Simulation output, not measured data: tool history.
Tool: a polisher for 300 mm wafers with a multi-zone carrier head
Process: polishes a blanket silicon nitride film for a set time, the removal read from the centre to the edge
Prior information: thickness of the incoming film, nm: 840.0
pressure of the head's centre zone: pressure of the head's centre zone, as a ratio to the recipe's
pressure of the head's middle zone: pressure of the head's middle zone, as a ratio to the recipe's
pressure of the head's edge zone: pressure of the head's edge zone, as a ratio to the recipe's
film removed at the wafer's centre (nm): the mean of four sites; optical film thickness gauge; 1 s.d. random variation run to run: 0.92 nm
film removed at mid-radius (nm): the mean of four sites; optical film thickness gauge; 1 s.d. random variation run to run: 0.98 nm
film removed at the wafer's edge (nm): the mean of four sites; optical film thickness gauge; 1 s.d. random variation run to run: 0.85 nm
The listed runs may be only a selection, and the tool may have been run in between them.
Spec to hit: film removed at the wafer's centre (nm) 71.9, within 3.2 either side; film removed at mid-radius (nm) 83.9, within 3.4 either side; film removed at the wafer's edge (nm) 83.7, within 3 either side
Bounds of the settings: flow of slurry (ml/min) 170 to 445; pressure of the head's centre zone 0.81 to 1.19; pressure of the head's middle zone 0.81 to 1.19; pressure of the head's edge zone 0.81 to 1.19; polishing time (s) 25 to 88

run	hour	flow of slurry (ml/min)	pressure of the head's centre zone	pressure of the head's middle zone	pressure of the head's edge zone	polishing time (s)	film removed at the wafer's centre (nm)	film removed at mid-radius (nm)	film removed at the wafer's edge (nm)
1	0	285	1	1	1	56	59.582	59.675	61.513
2	2	330	1	1	1	56	62.461	61.363	61.442
3	2.9	315	0.99	1.02	1.02	59	64.866	64.629	65.531
4	5.4	315	0.99	1.02	1.02	48	51.644	51.811	53.013
5	8.2	290	0.99	1.02	1.02	48	52.664	52.074	52.944
6	11.7	285	0.96	1.03	1.03	54	55.714	59.01	59.717
7	13.3	275	0.95	1.04	1.04	58	58.542	64.676	64.183
8	17.9	270	0.95	1.04	1.05	61	62.534	67.577	69.515
9	21.7	280	0.95	1.14	1.15	69	69.994	82.29	82.155

Pick the move, out of 5, that brings all results within their allowed miss; only one does.
A	25.5	265	0.98	1.17	1.19	70	?	?	?
B	25.5	205	0.89	1.19	1.17	69	?	?	?
C	25.5	350	0.91	1.15	1.16	66	?	?	?
D	25.5	285	0.95	1.12	1.09	68	?	?	?
E	25.5	265	0.86	1.15	1.17	71	?	?	?

move	film removed at the wafer's centre (nm)	film removed at mid-radius (nm)	film removed at the wafer's edge (nm)
A	74.448	83.759	81.433
B	64.084	80.807	77.391
C	67.379	80.121	77.471
D	70.784	79.054	76.152
E	66.407	83.756	81.889
A: in spec on every target
B: misses by more than the last run did
C: misses by more than the last run did
D: brings the result that was furthest off to its target, and leaves another outside
E: misses by more than the last run did
Answer: A
